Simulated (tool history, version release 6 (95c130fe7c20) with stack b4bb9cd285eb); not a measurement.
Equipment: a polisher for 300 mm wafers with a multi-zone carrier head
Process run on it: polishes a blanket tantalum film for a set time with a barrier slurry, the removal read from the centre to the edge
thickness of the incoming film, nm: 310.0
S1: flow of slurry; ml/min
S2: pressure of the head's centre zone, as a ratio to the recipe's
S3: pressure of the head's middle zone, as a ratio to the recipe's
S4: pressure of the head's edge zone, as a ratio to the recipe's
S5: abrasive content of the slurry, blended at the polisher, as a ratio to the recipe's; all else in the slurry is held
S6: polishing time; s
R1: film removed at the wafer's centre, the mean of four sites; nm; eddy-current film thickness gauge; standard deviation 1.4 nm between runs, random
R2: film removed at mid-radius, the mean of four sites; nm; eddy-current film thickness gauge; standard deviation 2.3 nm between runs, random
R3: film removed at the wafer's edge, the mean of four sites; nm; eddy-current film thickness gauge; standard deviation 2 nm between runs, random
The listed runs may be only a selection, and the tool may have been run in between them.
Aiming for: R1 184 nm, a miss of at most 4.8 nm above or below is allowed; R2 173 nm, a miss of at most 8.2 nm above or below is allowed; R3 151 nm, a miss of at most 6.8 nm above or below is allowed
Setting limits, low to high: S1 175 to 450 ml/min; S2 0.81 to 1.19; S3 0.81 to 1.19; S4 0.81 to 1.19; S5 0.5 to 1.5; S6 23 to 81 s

run    day   S1    S2    S3    S4    S5  S6      R1      R2      R3
  1      0  290     1     1     1     1  52  129.38  122.02  126.53
  2  0.254  300  1.04  1.04     1   1.1  52  135.93  132.85  129.05
  3    0.6  310  1.08  1.05  0.99   1.2  53  144.79  139.38  132.32
  4  0.879  310  1.08  1.05  0.99     1  53  139.88  132.94  127.88
  5  1.017  315  1.11  1.06  0.98   1.1  54  151.23  136.52  133.04
  6  1.133  255  1.11  1.06  0.98   1.1  54  146.71   137.8  130.61
  7  1.388  265  1.19  1.16     1  1.35  56  171.31  157.19  142.72
  8  1.471  275  1.19  1.17  0.99   1.4  56  172.94  158.92  142.53
  9  1.717  280  1.19  1.18  0.99  1.45  57  177.85   165.3  145.78
 10  1.917  285  1.19  1.18  0.99  1.45  57  177.75  167.12  151.73

Of the 5 settings listed for the next run, only one would bring every result within its allowed miss of target. Which one?
  A  2.117  395  1.16  1.05  1.03  1.5  63   ?   ?   ?
  B  2.117  280  1.06  1.19  0.97  1.5  66   ?   ?   ?
  C  2.117  400  1.12     1  1.14  1.5  57   ?   ?   ?
  D  2.117  310  1.11  1.19  0.99  1.5  58   ?   ?   ?
  E  2.117  285  1.19  1.19  0.98  1.5  59   ?   ?   ?

move      R1      R2      R3
   A   197.1  172.26  166.51
   B  184.59  193.83  166.62
   C  172.22  150.67   158.7
   D  171.07  171.33  148.55
   E  185.61  173.34   149.8
A: takes the biggest miss from the last run beyond its target
B: gets the furthest-off result to its target, but another result is out of tolerance
C: lands further from the targets than the last run did
D: lands further from the targets than the last run did
E: in spec on every target
So the answer is move E, the one that meets all the targets.

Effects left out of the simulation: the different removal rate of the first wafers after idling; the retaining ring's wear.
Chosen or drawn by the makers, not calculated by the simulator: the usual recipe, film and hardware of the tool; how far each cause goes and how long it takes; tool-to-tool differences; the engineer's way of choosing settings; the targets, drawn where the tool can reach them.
